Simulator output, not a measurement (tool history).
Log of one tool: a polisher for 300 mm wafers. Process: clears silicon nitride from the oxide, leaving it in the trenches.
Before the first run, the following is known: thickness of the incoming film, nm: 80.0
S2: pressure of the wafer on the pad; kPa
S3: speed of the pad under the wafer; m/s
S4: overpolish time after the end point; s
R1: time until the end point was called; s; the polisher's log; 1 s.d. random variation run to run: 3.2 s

run 1 hour=0 | flow_of_slurry_(ml/min)=165 S2=11.7 S3=1.3 S4=35 | R1=135.53
run 2 hour=3.6 | flow_of_slurry_(ml/min)=165 S2=11.7 S3=1.3 S4=38 | R1=135.48
run 3 hour=7.7 | flow_of_slurry_(ml/min)=165 S2=11.7 S3=1.06 S4=38 | R1=152.04
run 4 hour=11.7 | flow_of_slurry_(ml/min)=165 S2=11 S3=1.06 S4=38 | R1=159.7
run 5 hour=20.6 | flow_of_slurry_(ml/min)=165 S2=11 S3=1.06 S4=38 | R1=165.5
run 6 hour=29.3 | flow_of_slurry_(ml/min)=165 S2=10.3 S3=1.06 S4=38 | R1=169.87
run 7 hour=37.2 | flow_of_slurry_(ml/min)=165 S2=9.7 S3=1.06 S4=38 | R1=180.73
run 8 hour=38.8 | flow_of_slurry_(ml/min)=165 S2=9 S3=1.06 S4=38 | R1=188.98
run 9 hour=40.7 | flow_of_slurry_(ml/min)=160 S2=6.2 S3=1.04 S4=38 | R1=267.6

For run 10, what comes out?
run 10 hour=47.2 | flow_of_slurry_(ml/min)=180 S2=7.6 S3=1.04 S4=38 | R1=?

For run 10 the tool returned R1 222.59 s.

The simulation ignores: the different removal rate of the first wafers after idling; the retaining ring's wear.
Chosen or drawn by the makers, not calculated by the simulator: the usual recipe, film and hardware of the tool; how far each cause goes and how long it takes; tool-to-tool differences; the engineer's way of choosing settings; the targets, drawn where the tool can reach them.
